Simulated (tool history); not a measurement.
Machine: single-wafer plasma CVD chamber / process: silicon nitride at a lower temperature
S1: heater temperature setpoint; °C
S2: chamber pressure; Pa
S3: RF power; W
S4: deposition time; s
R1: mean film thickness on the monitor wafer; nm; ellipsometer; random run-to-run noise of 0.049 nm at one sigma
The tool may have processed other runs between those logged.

run	hour	S1	S2	S3	S4	R1
1	0.0	370	195	300	8.4	8.4133
2	6.8	364	195	300	8.4	8.4303
3	15.5	364	195	300	8.4	8.4216
4	18.2	364	204	300	8.4	8.5867
5	19.5	364	211	300	8.4	8.7472
6	22.7	364	216	300	8.4	8.7098

Run 7 is up next; what results do you expect?
7	25.1	364	223	300	8.4	?

{"run 7": {"R1": 8.8323}}
